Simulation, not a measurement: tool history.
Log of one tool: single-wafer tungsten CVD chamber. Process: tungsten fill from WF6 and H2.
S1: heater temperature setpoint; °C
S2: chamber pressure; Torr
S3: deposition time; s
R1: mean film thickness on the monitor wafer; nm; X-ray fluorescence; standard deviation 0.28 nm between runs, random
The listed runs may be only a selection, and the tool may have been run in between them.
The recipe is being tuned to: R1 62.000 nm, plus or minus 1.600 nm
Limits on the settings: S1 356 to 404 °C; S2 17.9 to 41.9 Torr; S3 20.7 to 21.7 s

run,day,S1,S2,S3,R1
1,0.000,380,29.9,21.7,42.599
2,0.046,380,29.9,20.7,40.916
3,0.071,386,30.2,20.7,47.013
4,0.112,386,27.8,20.7,44.596
5,0.475,392,27.8,20.7,50.464
6,0.812,392,27.8,20.7,50.523
7,0.908,404,28.3,20.7,65.326
8,1.108,403,28.3,20.7,63.890

4 candidate next runs follow, results not yet known. Just one meets every target within its allowed miss. Identify it.
A,1.308,394,31.5,21.0,?
B,1.308,401,31.2,20.7,?
C,1.308,400,27.3,21.7,?
D,1.308,395,29.7,21.6,?

move,R1
A,57.358
B,64.923
C,61.589
D,58.210
A: pushes the last run's worst result past its target
B: lands further from the targets than the last run did
C: all results in spec
D: pushes the last run's worst result past its target
C meets every target.
